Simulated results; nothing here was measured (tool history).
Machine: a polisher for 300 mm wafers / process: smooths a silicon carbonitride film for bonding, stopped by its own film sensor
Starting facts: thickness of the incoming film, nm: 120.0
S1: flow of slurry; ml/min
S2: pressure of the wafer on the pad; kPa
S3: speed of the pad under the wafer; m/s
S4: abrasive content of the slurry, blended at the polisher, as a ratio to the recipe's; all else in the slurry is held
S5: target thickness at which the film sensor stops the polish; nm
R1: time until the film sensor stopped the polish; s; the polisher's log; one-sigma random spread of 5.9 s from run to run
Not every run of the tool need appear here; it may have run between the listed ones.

run  hour   S1    S2    S3    S4  S5      R1
  1     0  315  11.7     1     1  84  202.62
  2     9  315  11.7     1   1.1  84  190.86
  3  12.1  315  11.7     1  0.95  84  206.21
  4  16.6  315  13.1     1  0.95  84  185.47
  5  22.7  315  12.4  0.98  0.95  84  199.51
  6  28.9  315  11.7  0.96  0.95  84  215.11

Predict the results of run 7:
  7  30.9  315  11  0.96  0.95  84   ?

Run 7 produced R1 223.03 s.
